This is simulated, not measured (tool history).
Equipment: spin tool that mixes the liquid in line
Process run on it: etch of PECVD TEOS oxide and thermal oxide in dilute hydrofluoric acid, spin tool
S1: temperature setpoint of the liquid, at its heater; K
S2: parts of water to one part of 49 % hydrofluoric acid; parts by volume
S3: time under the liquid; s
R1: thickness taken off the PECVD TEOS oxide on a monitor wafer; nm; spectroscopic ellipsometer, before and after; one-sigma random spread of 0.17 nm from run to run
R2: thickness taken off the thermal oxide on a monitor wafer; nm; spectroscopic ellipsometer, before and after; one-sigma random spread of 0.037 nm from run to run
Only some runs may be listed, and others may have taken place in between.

{"run": 1, "hour": 0.0, "S1": 298.15, "S2": 205, "S3": 180, "R1": 17.951, "R2": 4.0476}
{"run": 2, "hour": 2.2, "S1": 298.15, "S2": 135, "S3": 180, "R1": 29.407, "R2": 6.6405}
{"run": 3, "hour": 6.0, "S1": 298.15, "S2": 135, "S3": 260, "R1": 42.779, "R2": 9.6491}
{"run": 4, "hour": 11.3, "S1": 295.65, "S2": 150, "S3": 260, "R1": 34.266, "R2": 7.7042}
{"run": 5, "hour": 17.2, "S1": 293.65, "S2": 155, "S3": 260, "R1": 30.776, "R2": 6.993}
{"run": 6, "hour": 21.5, "S1": 293.65, "S2": 105, "S3": 260, "R1": 48.043, "R2": 10.661}
{"run": 7, "hour": 27.5, "S1": 290.15, "S2": 185, "S3": 260, "R1": 21.663, "R2": 4.8028}
{"run": 8, "hour": 33.1, "S1": 290.65, "S2": 185, "S3": 260, "R1": 22.529, "R2": 4.9844}

Estimate the outcome of run 9 from the log above:
{"run": 9, "hour": 39.6, "S1": 291.15, "S2": 185, "S3": 260, "R1": "?", "R2": "?"}

R1: 22.514 nm
R2: 5.0574 nm
